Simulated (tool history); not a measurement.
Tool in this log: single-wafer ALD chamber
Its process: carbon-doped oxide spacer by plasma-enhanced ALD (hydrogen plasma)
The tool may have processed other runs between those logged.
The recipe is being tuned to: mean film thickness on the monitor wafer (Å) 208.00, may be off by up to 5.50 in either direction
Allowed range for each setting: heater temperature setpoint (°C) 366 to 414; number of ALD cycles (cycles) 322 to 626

run,hour,heater temperature setpoint (°C),number of ALD cycles (cycles),mean film thickness on the monitor wafer (Å)
1,0.0,390,474,253.85
2,2.2,390,508,270.50
3,4.4,390,476,253.20
4,11.2,401,476,253.29
5,17.6,411,476,244.71
6,18.9,411,457,236.18
7,26.5,411,381,196.96
8,35.2,411,386,199.06
9,40.5,411,390,201.96

Exactly one of the 4 candidate moves below puts every result within its allowed miss. Which one?
A,45.8,398,389,?
B,45.8,410,372,?
C,45.8,411,376,?
D,45.8,414,427,?

move,mean film thickness on the monitor wafer (Å)
A,207.22
B,192.89
C,194.28
D,218.30
A: each result inside its tolerance
B: misses by more than the last run did
C: misses by more than the last run did
D: takes the result that was furthest off past its target
A is the move that brings every result within its allowed miss.
